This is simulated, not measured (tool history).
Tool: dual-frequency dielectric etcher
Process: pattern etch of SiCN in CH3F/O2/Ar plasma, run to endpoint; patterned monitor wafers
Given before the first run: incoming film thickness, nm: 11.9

| run | day | source power (kW) | bias power (kW) | endpoint time (s) |
|---|---|---|---|---|
| 1 | 0 | 0.54 | 0.071 | 27.756 |
| 2 | 0.233 | 0.62 | 0.071 | 26.473 |
| 3 | 0.433 | 0.56 | 0.069 | 27.907 |
| 4 | 0.754 | 0.48 | 0.069 | 29.824 |
| 5 | 0.967 | 0.48 | 0.074 | 29.148 |
| 6 | 1.279 | 0.52 | 0.074 | 28.024 |
| 7 | 1.55 | 0.49 | 0.073 | 29.21 |

For run 8, what comes out?
| 8 | 1.821 | 0.47 | 0.073 | ? |

{"run 8": {"endpoint time (s)": 29.629}}

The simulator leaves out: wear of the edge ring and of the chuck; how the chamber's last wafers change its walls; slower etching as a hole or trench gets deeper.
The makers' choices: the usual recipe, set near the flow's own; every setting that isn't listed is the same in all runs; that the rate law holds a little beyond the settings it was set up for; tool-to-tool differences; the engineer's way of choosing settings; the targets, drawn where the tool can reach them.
